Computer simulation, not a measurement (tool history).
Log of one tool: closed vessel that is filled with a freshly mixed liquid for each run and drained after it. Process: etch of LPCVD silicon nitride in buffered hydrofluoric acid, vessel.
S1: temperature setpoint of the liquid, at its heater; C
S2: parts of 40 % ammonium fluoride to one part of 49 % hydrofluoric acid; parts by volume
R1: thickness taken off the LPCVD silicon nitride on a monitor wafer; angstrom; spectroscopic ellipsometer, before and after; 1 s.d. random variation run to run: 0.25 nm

run 1 hour=0 | S1=24 S2=14.5 time_in_the_liquid_(s)=3195 | R1=370.29
run 2 hour=3.2 | S1=26.5 S2=13.5 time_in_the_liquid_(s)=3195 | R1=454.92
run 3 hour=11.5 | S1=26.5 S2=13.5 time_in_the_liquid_(s)=3195 | R1=452.77
run 4 hour=15.1 | S1=26.5 S2=11.5 time_in_the_liquid_(s)=3195 | R1=529.46
run 5 hour=21.8 | S1=28.5 S2=11.5 time_in_the_liquid_(s)=3195 | R1=588.2
run 6 hour=28.2 | S1=29.5 S2=11.5 time_in_the_liquid_(s)=3195 | R1=625.27
run 7 hour=29.9 | S1=30 S2=11.5 time_in_the_liquid_(s)=3195 | R1=642.93
run 8 hour=35.2 | S1=30.5 S2=11.5 time_in_the_liquid_(s)=3195 | R1=655.74

Run 9 is up next; what results do you expect?
run 9 hour=37.9 | S1=31 S2=11.5 time_in_the_liquid_(s)=3195 | R1=?

{"run 9": {"R1": 675.53}}

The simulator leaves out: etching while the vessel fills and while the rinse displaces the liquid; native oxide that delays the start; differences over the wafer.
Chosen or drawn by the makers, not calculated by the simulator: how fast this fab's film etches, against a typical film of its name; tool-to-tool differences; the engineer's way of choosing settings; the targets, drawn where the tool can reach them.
